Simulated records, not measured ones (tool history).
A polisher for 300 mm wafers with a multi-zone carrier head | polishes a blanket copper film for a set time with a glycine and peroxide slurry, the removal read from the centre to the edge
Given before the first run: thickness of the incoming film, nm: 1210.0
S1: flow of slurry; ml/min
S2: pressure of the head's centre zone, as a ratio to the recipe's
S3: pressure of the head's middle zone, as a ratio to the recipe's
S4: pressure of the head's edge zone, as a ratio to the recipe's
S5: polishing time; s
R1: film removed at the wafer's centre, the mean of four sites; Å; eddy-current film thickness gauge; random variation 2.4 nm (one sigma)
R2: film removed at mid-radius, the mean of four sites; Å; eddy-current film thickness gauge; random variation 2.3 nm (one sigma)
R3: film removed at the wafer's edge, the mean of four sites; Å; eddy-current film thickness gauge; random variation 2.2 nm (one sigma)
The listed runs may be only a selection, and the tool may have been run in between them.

run	day	S1	S2	S3	S4	S5	R1	R2	R3
1	0.000	310	1.00	1.00	1.00	41	2082.1	2166.6	2203.7
2	0.188	310	1.00	1.00	1.00	50	2534.0	2562.4	2644.9
3	0.546	310	1.00	0.92	1.00	50	2481.4	2469.8	2732.1
4	0.867	310	1.00	0.92	0.92	50	2534.6	2549.3	2566.8
# day 0.950: edge zone pressure recalibrated
5	0.950	310	1.00	0.92	0.92	57	2883.6	2905.0	2817.7
6	1.275	275	1.00	0.92	0.92	57	2895.1	2786.6	2773.3
7	1.488	275	1.00	0.92	0.92	57	2833.2	2790.0	2779.3

What will run 8 give?
8	1.521	265	0.99	0.92	0.91	55	?	?	?

Logged for run 8: R1 2658.4 Å, R2 2710.3 Å, R3 2583.7 Å.
